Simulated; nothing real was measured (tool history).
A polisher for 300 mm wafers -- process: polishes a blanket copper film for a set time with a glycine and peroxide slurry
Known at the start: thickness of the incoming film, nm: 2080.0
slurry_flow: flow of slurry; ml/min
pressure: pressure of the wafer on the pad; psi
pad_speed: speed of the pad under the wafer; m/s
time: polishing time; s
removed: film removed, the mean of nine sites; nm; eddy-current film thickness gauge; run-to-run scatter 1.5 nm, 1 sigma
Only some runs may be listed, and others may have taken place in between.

Run 1, day 0.000: slurry_flow 295 ml/min, pressure 1.8 psi, pad_speed 1.06 m/s, time 51 s. Result: removed 241.46 nm.
Run 2, day 0.154: slurry_flow 370 ml/min, pressure 1.8 psi, pad_speed 1.06 m/s, time 51 s. Result: removed 253.70 nm.
Run 3, day 0.175: slurry_flow 370 ml/min, pressure 1.8 psi, pad_speed 1.06 m/s, time 45 s. Result: removed 221.20 nm.
Run 4, day 0.438: slurry_flow 370 ml/min, pressure 1.6 psi, pad_speed 1.06 m/s, time 45 s. Result: removed 207.88 nm.
Run 5, day 0.600: slurry_flow 370 ml/min, pressure 1.4 psi, pad_speed 1.04 m/s, time 45 s. Result: removed 184.10 nm.
Run 6, day 0.858: slurry_flow 370 ml/min, pressure 1.3 psi, pad_speed 1.04 m/s, time 45 s. Result: removed 175.09 nm.

Estimate the outcome of run 7 from the log above:
Run 7, day 1.200: slurry_flow 370 ml/min, pressure 0.8 psi, pad_speed 1.02 m/s, time 45 s. Result: removed ?.

{"run 7": {"removed": 128.82}}
